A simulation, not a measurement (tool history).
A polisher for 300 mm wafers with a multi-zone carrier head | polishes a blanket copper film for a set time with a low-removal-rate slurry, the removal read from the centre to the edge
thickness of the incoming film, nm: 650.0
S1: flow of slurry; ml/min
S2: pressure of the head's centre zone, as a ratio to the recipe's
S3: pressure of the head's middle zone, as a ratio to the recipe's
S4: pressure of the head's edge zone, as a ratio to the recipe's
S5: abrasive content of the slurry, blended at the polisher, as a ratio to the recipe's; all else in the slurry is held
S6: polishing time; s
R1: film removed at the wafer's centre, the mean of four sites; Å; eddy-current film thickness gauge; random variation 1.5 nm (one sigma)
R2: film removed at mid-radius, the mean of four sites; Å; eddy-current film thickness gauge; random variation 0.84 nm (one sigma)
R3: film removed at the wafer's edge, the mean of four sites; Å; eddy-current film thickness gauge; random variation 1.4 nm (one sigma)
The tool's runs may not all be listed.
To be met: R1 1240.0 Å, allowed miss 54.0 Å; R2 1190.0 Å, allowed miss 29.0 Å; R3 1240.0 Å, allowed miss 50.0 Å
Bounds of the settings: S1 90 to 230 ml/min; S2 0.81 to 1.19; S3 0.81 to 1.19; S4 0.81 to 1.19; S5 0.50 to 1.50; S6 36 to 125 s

| run | hour | S1 | S2 | S3 | S4 | S5 | S6 | R1 | R2 | R3 |
|---|---|---|---|---|---|---|---|---|---|---|
| 1 | 0.0 | 150 | 1.00 | 1.00 | 1.00 | 1.00 | 80 | 2092.3 | 1993.8 | 2032.6 |
| 2 | 2.8 | 150 | 1.03 | 1.00 | 1.00 | 1.00 | 80 | 2122.0 | 2003.6 | 2036.2 |
| 3 | 6.5 | 150 | 0.97 | 1.00 | 1.00 | 1.00 | 80 | 1997.5 | 1995.8 | 2006.8 |
| 4 | 13.9 | 150 | 0.97 | 1.00 | 1.00 | 0.80 | 80 | 1847.4 | 1898.5 | 1904.6 |
| 5 | 14.9 | 145 | 0.97 | 0.96 | 0.96 | 0.70 | 75 | 1684.6 | 1651.6 | 1692.8 |
| 6 | 20.8 | 180 | 0.97 | 0.96 | 0.96 | 0.70 | 75 | 1734.7 | 1714.3 | 1735.8 |
| 7 | 27.7 | 170 | 0.95 | 0.93 | 0.92 | 0.65 | 71 | 1549.6 | 1529.5 | 1590.6 |
| 8 | 29.1 | 140 | 0.97 | 0.90 | 0.82 | 0.50 | 57 | 1105.6 | 1061.0 | 1066.8 |
| 9 | 35.5 | 155 | 0.97 | 0.90 | 0.84 | 0.50 | 57 | 1134.8 | 1073.8 | 1094.9 |
| 10 | 36.1 | 170 | 0.97 | 0.91 | 0.86 | 0.50 | 57 | 1185.6 | 1114.0 | 1121.0 |
| 11 | 39.5 | 180 | 0.96 | 0.91 | 0.88 | 0.50 | 57 | 1159.7 | 1118.3 | 1122.8 |
| 12 | 41.9 | 185 | 0.99 | 0.92 | 0.98 | 0.75 | 58 | 1415.4 | 1315.1 | 1371.7 |
| 13 | 44.2 | 170 | 0.98 | 0.92 | 0.96 | 0.75 | 58 | 1359.1 | 1311.0 | 1347.5 |
| 14 | 45.2 | 160 | 0.98 | 0.91 | 0.94 | 0.75 | 58 | 1374.0 | 1276.3 | 1328.5 |
| 15 | 45.8 | 155 | 0.97 | 0.90 | 0.92 | 0.75 | 58 | 1320.2 | 1259.8 | 1309.5 |
| 16 | 50.3 | 150 | 0.97 | 0.90 | 0.91 | 0.75 | 58 | 1329.0 | 1254.6 | 1286.8 |
| 17 | 54.4 | 145 | 0.96 | 0.89 | 0.90 | 0.75 | 58 | 1284.2 | 1234.8 | 1277.6 |

5 next moves are on the table. One of them brings every result within its allowed miss. Which?
| A | 58.5 | 140 | 0.93 | 0.97 | 0.89 | 0.70 | 57 | ? | ? | ? |
| B | 58.5 | 150 | 0.93 | 0.87 | 0.90 | 0.60 | 64 | ? | ? | ? |
| C | 58.5 | 145 | 0.99 | 0.95 | 0.99 | 1.05 | 48 | ? | ? | ? |
| D | 58.5 | 140 | 1.05 | 0.93 | 0.95 | 0.80 | 57 | ? | ? | ? |
| E | 58.5 | 145 | 0.92 | 1.03 | 0.98 | 0.65 | 59 | ? | ? | ? |

| move | R1 | R2 | R3 |
|---|---|---|---|
| A | 1185.5 | 1241.3 | 1231.2 |
| B | 1286.4 | 1250.7 | 1337.2 |
| C | 1208.2 | 1169.6 | 1235.0 |
| D | 1395.1 | 1255.7 | 1322.3 |
| E | 1195.9 | 1317.5 | 1308.1 |
A: further off than the last run
B: further off than the last run
C: meets every target
D: further off than the last run
E: further off than the last run
The right move is C.
